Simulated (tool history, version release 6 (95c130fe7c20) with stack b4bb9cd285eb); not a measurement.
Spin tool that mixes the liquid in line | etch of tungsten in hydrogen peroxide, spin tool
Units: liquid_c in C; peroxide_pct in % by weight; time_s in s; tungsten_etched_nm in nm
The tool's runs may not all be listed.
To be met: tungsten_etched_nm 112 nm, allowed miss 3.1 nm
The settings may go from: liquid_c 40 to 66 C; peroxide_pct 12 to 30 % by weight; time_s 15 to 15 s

run  hour  liquid_c  peroxide_pct  time_s  tungsten_etched_nm
  1     0        56            21      15              57.362
  2   6.1        59            22      15              70.275
  3  11.6        52            22      15              46.267
  4  12.5      56.5          22.5      15              61.138
  5    16        51          22.5      15              43.654
  6  16.6        56            23      15              60.341
  7  25.6        59            23      15              71.777
  8  28.4        61          23.5      15              81.788
  9  31.6      62.5          23.5      15              88.496
 10  39.8      63.5            24      15              95.277
 11  42.7      64.5            24      15              101.28
 12  51.1        65            24      15               102.2
 13  58.6      65.5          24.5      15              107.99

Which of these 4 next moves meets every target?
  A  66.1        66            25      15                   ?
  B  66.1        64            26      15                   ?
  C  66.1        65            24      15                   ?
  D  66.1        65          24.5      15                   ?

move  tungsten_etched_nm
   A              111.31
   B              101.38
   C              103.08
   D              104.15
A: meets every target
B: further off than the last run
C: further off than the last run
D: further off than the last run
The right move is A.
